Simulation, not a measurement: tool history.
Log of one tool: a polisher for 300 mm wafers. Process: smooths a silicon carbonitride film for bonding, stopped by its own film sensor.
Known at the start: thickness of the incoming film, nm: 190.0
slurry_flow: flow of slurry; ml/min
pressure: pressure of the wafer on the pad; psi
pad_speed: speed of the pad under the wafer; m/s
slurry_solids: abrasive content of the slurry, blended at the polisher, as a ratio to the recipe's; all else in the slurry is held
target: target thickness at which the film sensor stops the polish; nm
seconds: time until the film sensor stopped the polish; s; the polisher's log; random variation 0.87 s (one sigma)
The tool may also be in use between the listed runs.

run,day,slurry_flow,pressure,pad_speed,slurry_solids,target,seconds
1,0,240,2.4,1.14,1,150,107.79
2,0.375,240,2.5,1.14,1,150,100.27
3,0.538,185,2.5,1.14,1,150,104.66
4,0.775,185,2.5,1.14,0.8,150,122.47
5,0.942,185,2.5,1.14,0.9,150,113.14
6,1.088,185,2.6,1.14,0.9,150,108.26
7,1.421,185,2.7,1.14,0.9,150,104.66
8,1.767,185,2.8,1.16,0.9,150,101.13
9,2.104,185,2.9,1.18,0.9,150,95.211
10,2.362,185,3,1.2,0.9,150,94.293
11,2.421,185,3.1,1.24,0.9,150,88.009
12,2.458,185,3.2,1.26,0.9,150,85.758

Forecast run 13:
13,2.554,185,3.3,1.28,0.9,150,?

seconds: 81.703 s
